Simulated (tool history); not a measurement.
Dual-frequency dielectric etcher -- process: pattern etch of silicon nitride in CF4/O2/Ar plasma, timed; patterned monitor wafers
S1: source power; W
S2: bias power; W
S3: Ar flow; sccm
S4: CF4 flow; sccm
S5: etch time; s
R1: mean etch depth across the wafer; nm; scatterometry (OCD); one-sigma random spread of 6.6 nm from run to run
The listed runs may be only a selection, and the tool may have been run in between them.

run 1 hour=0 | S1=700 S2=53 S3=74 S4=130 S5=385 | R1=1050.5
run 2 hour=1.3 | S1=700 S2=53 S3=74 S4=130 S5=401 | R1=1086.1
run 3 hour=3.9 | S1=700 S2=44 S3=74 S4=130 S5=401 | R1=1029.4
run 4 hour=4.6 | S1=770 S2=45 S3=74 S4=130 S5=401 | R1=1144
run 5 hour=12.1 | S1=770 S2=45 S3=74 S4=130 S5=401 | R1=1142.2
run 6 hour=17.9 | S1=770 S2=45 S3=74 S4=117 S5=401 | R1=1125.3

Expected results for the next run?
run 7 hour=19.3 | S1=820 S2=45 S3=74 S4=117 S5=401 | R1=?

Run 7 yielded R1 1202.8 nm.
